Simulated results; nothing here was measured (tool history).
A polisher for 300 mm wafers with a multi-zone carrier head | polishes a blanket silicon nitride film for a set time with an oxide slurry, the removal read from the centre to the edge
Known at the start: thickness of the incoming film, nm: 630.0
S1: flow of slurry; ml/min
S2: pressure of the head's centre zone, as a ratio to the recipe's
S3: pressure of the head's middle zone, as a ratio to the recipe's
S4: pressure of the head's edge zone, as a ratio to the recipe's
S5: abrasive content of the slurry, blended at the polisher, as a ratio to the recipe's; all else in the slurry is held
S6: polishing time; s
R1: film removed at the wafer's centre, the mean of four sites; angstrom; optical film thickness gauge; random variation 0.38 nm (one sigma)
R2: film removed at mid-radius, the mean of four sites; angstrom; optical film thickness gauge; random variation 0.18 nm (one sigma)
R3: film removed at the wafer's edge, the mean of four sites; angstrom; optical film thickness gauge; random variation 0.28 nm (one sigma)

Run 1, hour 0: S1 160 ml/min, S2 1, S3 1, S4 1, S5 1, S6 40 s. Result: R1 347.34 angstrom, R2 340.13 angstrom, R3 354.16 angstrom.
Run 2, hour 3.7: S1 155 ml/min, S2 0.98, S3 1, S4 0.97, S5 0.95, S6 40 s. Result: R1 334.71 angstrom, R2 334.21 angstrom, R3 337.78 angstrom.
Run 3, hour 6.2: S1 155 ml/min, S2 0.98, S3 1, S4 0.93, S5 0.95, S6 40 s. Result: R1 331.53 angstrom, R2 336.32 angstrom, R3 330.73 angstrom.
Run 4, hour 11.7: S1 155 ml/min, S2 0.98, S3 1, S4 0.89, S5 0.95, S6 40 s. Result: R1 328.37 angstrom, R2 332.07 angstrom, R3 326.53 angstrom.
Run 5, hour 19.2: S1 150 ml/min, S2 0.96, S3 0.99, S4 0.88, S5 0.95, S6 40 s. Result: R1 322.08 angstrom, R2 330.96 angstrom, R3 331.41 angstrom.
Run 6, hour 22.7: S1 150 ml/min, S2 0.96, S3 0.99, S4 0.88, S5 0.95, S6 46 s. Result: R1 374.05 angstrom, R2 378.7 angstrom, R3 377.1 angstrom.
Run 7, hour 26: S1 150 ml/min, S2 0.94, S3 0.99, S4 0.88, S5 0.85, S6 46 s. Result: R1 336.47 angstrom, R2 349.91 angstrom, R3 346.14 angstrom.

The next listed run, before its measurement:
Run 8, hour 33.7: S1 130 ml/min, S2 0.87, S3 0.95, S4 0.81, S5 0.65, S6 46 s. Result: R1 ?, R2 ?, R3 ?.

Run 8 gave R1 264.2 angstrom, R2 274.23 angstrom, R3 274.7 angstrom.

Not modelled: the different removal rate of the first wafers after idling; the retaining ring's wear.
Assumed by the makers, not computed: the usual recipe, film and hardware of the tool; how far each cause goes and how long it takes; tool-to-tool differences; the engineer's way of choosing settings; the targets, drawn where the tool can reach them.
